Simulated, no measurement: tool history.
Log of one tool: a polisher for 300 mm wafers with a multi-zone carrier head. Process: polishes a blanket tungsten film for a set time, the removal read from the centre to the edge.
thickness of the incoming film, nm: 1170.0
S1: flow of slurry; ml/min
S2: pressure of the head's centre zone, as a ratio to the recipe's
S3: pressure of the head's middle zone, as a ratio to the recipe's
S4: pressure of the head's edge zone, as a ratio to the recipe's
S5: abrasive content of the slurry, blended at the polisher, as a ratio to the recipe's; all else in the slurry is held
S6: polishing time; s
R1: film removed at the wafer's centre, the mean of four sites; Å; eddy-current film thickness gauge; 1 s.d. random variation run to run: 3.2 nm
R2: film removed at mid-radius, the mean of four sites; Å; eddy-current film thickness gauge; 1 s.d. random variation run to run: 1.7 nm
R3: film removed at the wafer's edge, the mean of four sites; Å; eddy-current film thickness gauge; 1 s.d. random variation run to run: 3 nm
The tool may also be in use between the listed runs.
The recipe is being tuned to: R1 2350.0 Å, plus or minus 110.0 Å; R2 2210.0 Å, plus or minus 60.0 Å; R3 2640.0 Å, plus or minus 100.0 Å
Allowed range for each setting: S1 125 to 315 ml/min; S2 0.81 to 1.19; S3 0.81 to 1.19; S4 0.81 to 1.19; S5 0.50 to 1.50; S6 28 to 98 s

run    day   S1    S2    S3    S4    S5  S6      R1      R2      R3
  1  0.000  205  1.00  1.00  1.00  1.00  63  3776.1  3843.0  3938.5
  2  0.292  205  1.00  1.06  1.00  1.00  63  3702.6  4005.6  3917.7
  3  0.621  205  1.00  1.12  1.00  1.00  63  3708.9  4229.7  3818.0
  4  0.646  200  0.99  1.07  0.99  0.90  59  3393.8  3695.3  3486.8
  5  0.767  200  0.99  1.07  0.94  0.90  59  3332.3  3725.3  3387.1
  6  1.133  235  0.99  1.07  0.94  0.90  59  3458.2  3768.2  3422.0
  7  1.192  230  0.97  1.02  0.95  0.80  56  3177.0  3334.3  3284.8
  8  1.525  225  0.96  0.98  0.94  0.75  54  2974.3  3107.9  3008.3
  9  1.600  170  0.95  0.88  1.04  0.65  43  2139.2  2096.9  2393.3
 10  1.642  180  0.96  0.88  1.05  0.65  43  2256.5  2140.2  2450.7
 11  1.812  185  0.96  0.88  1.06  0.65  43  2237.2  2154.9  2415.2
 12  2.088  180  0.96  0.87  1.07  0.70  43  2231.4  2126.7  2516.8
 13  2.362  185  0.96  0.87  1.07  0.70  43  2245.2  2122.3  2488.8
 14  2.683  205  0.97  0.89  1.15  0.80  43  2371.2  2272.8  2676.3

Consider the 5 candidate settings below. Which is the only one whose results all fall within their allowed miss of target?
  A  3.004  240  0.89  0.90  1.17  0.80  42   ?   ?   ?
  B  3.004  155  1.02  0.92  1.19  0.90  42   ?   ?   ?
  C  3.004  175  0.98  0.84  1.17  0.90  45   ?   ?   ?
  D  3.004  310  1.04  0.84  1.08  0.70  43   ?   ?   ?
  E  3.004  180  1.17  0.97  1.06  0.75  40   ?   ?   ?

move      R1      R2      R3
   A  2202.9  2299.5  2685.5
   B  2393.1  2235.1  2634.6
   C  2521.4  2269.5  2844.6
   D  2662.7  2235.7  2640.2
   E  2605.3  2205.4  2331.1
A: the biggest miss grows against the last run
B: all results in spec
C: puts the biggest miss on target and leaves a different result outside tolerance
D: puts the biggest miss on target and leaves a different result outside tolerance
E: puts the biggest miss on target and leaves a different result outside tolerance
So the answer is move B, the one that meets all the targets.
